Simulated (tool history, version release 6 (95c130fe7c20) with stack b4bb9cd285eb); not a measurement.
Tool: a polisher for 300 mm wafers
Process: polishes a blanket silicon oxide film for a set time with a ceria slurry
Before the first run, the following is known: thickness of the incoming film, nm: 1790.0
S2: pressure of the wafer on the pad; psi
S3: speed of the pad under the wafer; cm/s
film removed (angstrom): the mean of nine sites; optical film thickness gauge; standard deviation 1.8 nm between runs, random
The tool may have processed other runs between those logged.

Run 1, hour 0.0: flow of slurry (ml/min) 265, S2 3.3 psi, S3 126 cm/s, polishing time (s) 50. Result: film removed (angstrom) 2580.3.
Run 2, hour 1.2: flow of slurry (ml/min) 265, S2 3.3 psi, S3 114 cm/s, polishing time (s) 50. Result: film removed (angstrom) 2362.8.
Run 3, hour 9.1: flow of slurry (ml/min) 265, S2 3.2 psi, S3 114 cm/s, polishing time (s) 50. Result: film removed (angstrom) 2283.3.
Run 4, hour 17.6: flow of slurry (ml/min) 265, S2 3.2 psi, S3 138 cm/s, polishing time (s) 50. Result: film removed (angstrom) 2813.5.
Run 5, hour 21.5: flow of slurry (ml/min) 265, S2 3.0 psi, S3 138 cm/s, polishing time (s) 50. Result: film removed (angstrom) 2622.4.
Run 6, hour 28.8: flow of slurry (ml/min) 265, S2 3.0 psi, S3 138 cm/s, polishing time (s) 50. Result: film removed (angstrom) 2609.4.
At hour 35.9: slurry nozzle cleaned.
Run 7, hour 35.9: flow of slurry (ml/min) 265, S2 3.0 psi, S3 138 cm/s, polishing time (s) 50. Result: film removed (angstrom) 2790.2.
Run 8, hour 43.9: flow of slurry (ml/min) 265, S2 2.8 psi, S3 134 cm/s, polishing time (s) 50. Result: film removed (angstrom) 2582.1.
Run 9, hour 52.5: flow of slurry (ml/min) 265, S2 2.6 psi, S3 128 cm/s, polishing time (s) 50. Result: film removed (angstrom) 2281.0.

Forecast run 10:
Run 10, hour 54.1: flow of slurry (ml/min) 265, S2 2.4 psi, S3 126 cm/s, polishing time (s) 50. Result: film removed (angstrom) ?.

{"run 10": {"film removed (angstrom)": 2042.8}}
